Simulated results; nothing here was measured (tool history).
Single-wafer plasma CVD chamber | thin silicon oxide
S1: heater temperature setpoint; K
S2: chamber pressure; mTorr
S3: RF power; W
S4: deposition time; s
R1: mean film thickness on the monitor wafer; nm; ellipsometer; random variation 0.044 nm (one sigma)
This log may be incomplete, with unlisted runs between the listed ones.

run	day	S1	S2	S3	S4	R1
1	0.000	688.15	761	370	7.49	15.298
2	0.225	688.15	772	370	7.49	15.391
3	0.592	688.15	783	370	7.49	15.614
4	0.712	688.15	792	370	7.49	15.875
5	0.746	688.15	792	325	7.49	15.077
6	1.088	688.15	805	325	7.49	15.380
7	1.333	688.15	805	325	7.49	15.408

Run 8 comes next. What will it give?
8	1.675	688.15	815	325	7.49	?

{"run 8": {"R1": 15.569}}
